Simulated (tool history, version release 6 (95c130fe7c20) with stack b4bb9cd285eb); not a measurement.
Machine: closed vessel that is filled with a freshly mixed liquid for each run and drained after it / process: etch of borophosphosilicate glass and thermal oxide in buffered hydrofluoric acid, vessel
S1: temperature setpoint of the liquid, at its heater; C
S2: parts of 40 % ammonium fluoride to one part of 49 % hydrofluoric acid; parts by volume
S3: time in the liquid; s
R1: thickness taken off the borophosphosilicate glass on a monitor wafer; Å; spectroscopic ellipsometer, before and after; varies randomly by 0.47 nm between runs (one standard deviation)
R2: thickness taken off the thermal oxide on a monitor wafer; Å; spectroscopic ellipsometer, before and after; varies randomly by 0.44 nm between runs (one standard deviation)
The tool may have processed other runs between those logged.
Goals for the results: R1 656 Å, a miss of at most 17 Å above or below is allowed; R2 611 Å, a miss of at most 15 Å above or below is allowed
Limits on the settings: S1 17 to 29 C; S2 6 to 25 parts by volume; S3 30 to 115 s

{"run": 1, "hour": 0.0, "S1": 21, "S2": 15.5, "S3": 60, "R1": 465.86, "R2": 432.61}
{"run": 2, "hour": 3.8, "S1": 21, "S2": 18.5, "S3": 60, "R1": 387.06, "R2": 361.78}
{"run": 3, "hour": 10.4, "S1": 21, "S2": 18.5, "S3": 80, "R1": 519.08, "R2": 480.01}
{"run": 4, "hour": 13.9, "S1": 22, "S2": 18.5, "S3": 80, "R1": 550.82, "R2": 507.86}
{"run": 5, "hour": 21.0, "S1": 22, "S2": 20.5, "S3": 80, "R1": 490.17, "R2": 463.42}
{"run": 6, "hour": 27.0, "S1": 22, "S2": 20.5, "S3": 60, "R1": 371.2, "R2": 348.71}
{"run": 7, "hour": 32.2, "S1": 23.5, "S2": 20, "S3": 60, "R1": 411.02, "R2": 386.52}
{"run": 8, "hour": 40.0, "S1": 25, "S2": 19.5, "S3": 60, "R1": 459.08, "R2": 424.71}
{"run": 9, "hour": 43.6, "S1": 26, "S2": 19, "S3": 60, "R1": 496.88, "R2": 471.79}
{"run": 10, "hour": 52.2, "S1": 26.5, "S2": 18.5, "S3": 60, "R1": 528.83, "R2": 488.22}
{"run": 11, "hour": 57.9, "S1": 27, "S2": 18, "S3": 60, "R1": 554.13, "R2": 519.32}
{"run": 12, "hour": 65.3, "S1": 27.5, "S2": 17.5, "S3": 60, "R1": 575.51, "R2": 550.19}
{"run": 13, "hour": 73.2, "S1": 28, "S2": 17.5, "S3": 60, "R1": 599.7, "R2": 560.96}
{"run": 14, "hour": 75.6, "S1": 28.5, "S2": 17, "S3": 60, "R1": 631.07, "R2": 596.41}

Which single option among these 4 for the next run brings every result within its allowed miss of target? Just one does.
{"run": "A", "hour": 78.0, "S1": 23.5, "S2": 18, "S3": 90, "R1": "?", "R2": "?"}
{"run": "B", "hour": 78.0, "S1": 22, "S2": 17.5, "S3": 90, "R1": "?", "R2": "?"}
{"run": "C", "hour": 78.0, "S1": 25.5, "S2": 15.5, "S3": 70, "R1": "?", "R2": "?"}
{"run": "D", "hour": 78.0, "S1": 24.5, "S2": 17.5, "S3": 85, "R1": "?", "R2": "?"}

move=A R1=686.23 R2=643.2
move=B R1=650.18 R2=608.83
move=C R1=689.21 R2=646.32
move=D R1=703.5 R2=659.67
A: takes the result that was furthest off past its target
B: every result within its allowed miss
C: takes the result that was furthest off past its target
D: takes the result that was furthest off past its target
Correct choice: B, which meets every target
